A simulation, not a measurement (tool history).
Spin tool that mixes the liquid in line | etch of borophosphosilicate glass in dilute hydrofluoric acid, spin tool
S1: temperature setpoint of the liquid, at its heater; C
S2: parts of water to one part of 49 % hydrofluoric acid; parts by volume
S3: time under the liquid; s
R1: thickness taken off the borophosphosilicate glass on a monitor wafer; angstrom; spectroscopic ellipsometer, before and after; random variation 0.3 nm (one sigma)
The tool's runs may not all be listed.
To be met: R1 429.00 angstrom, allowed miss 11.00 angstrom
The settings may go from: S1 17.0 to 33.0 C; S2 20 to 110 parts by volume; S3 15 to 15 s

Run 1, hour 0.0: S1 25.0 C, S2 60 parts by volume, S3 15 s. Result: R1 226.80 angstrom.
Run 2, hour 5.9: S1 26.0 C, S2 55 parts by volume, S3 15 s. Result: R1 261.02 angstrom.
Run 3, hour 11.4: S1 26.0 C, S2 55 parts by volume, S3 15 s. Result: R1 258.46 angstrom.
Run 4, hour 12.2: S1 26.0 C, S2 55 parts by volume, S3 15 s. Result: R1 260.69 angstrom.
Run 5, hour 15.0: S1 27.0 C, S2 55 parts by volume, S3 15 s. Result: R1 272.57 angstrom.
Run 6, hour 23.3: S1 27.0 C, S2 50 parts by volume, S3 15 s. Result: R1 295.54 angstrom.
Run 7, hour 23.8: S1 28.0 C, S2 50 parts by volume, S3 15 s. Result: R1 309.03 angstrom.
Run 8, hour 29.9: S1 32.0 C, S2 40 parts by volume, S3 15 s. Result: R1 462.17 angstrom.
Run 9, hour 31.3: S1 31.0 C, S2 40 parts by volume, S3 15 s. Result: R1 445.67 angstrom.

4 next moves are on the table. One of them brings every result within its allowed miss. Which?
Run A, hour 32.7: S1 31.5 C, S2 40 parts by volume, S3 15 s. Result: R1 ?.
Run B, hour 32.7: S1 28.5 C, S2 35 parts by volume, S3 15 s. Result: R1 ?.
Run C, hour 32.7: S1 30.0 C, S2 40 parts by volume, S3 15 s. Result: R1 ?.
Run D, hour 32.7: S1 31.5 C, S2 45 parts by volume, S3 15 s. Result: R1 ?.

move      R1
   A  449.21
   B  459.29
   C  423.43
   D  396.09
A: further off than the last run
B: further off than the last run
C: meets every target
D: takes the result that was furthest off past its target
Move C is the one to make.
